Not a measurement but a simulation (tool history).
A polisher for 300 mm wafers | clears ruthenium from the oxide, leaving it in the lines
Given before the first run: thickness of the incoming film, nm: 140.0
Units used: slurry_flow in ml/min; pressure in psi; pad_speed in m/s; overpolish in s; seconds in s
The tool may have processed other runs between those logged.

Run 1, day 0: slurry_flow 140 ml/min, pressure 2.4 psi, pad_speed 1.18 m/s, overpolish 8 s. Result: seconds 81.943 s.
Run 2, day 0.325: slurry_flow 140 ml/min, pressure 2.3 psi, pad_speed 1.18 m/s, overpolish 8 s. Result: seconds 86.051 s.
Run 3, day 0.562: slurry_flow 140 ml/min, pressure 2.2 psi, pad_speed 1.18 m/s, overpolish 8 s. Result: seconds 86.75 s.
Run 4, day 0.783: slurry_flow 140 ml/min, pressure 2.2 psi, pad_speed 1.18 m/s, overpolish 8 s. Result: seconds 85.746 s.
Run 5, day 0.95: slurry_flow 140 ml/min, pressure 2.1 psi, pad_speed 1.16 m/s, overpolish 8 s. Result: seconds 89.392 s.
Run 6, day 1.183: slurry_flow 140 ml/min, pressure 2 psi, pad_speed 1.14 m/s, overpolish 8 s. Result: seconds 96.43 s.
Run 7, day 1.558: slurry_flow 140 ml/min, pressure 1.9 psi, pad_speed 1.14 m/s, overpolish 8 s. Result: seconds 94.235 s.
Run 8, day 1.621: slurry_flow 140 ml/min, pressure 1.8 psi, pad_speed 1.12 m/s, overpolish 8 s. Result: seconds 100.24 s.

Run 9 comes next. What will it give?
Run 9, day 1.892: slurry_flow 140 ml/min, pressure 1.7 psi, pad_speed 1.1 m/s, overpolish 8 s. Result: seconds ?.

{"run 9": {"seconds": 103.72}}
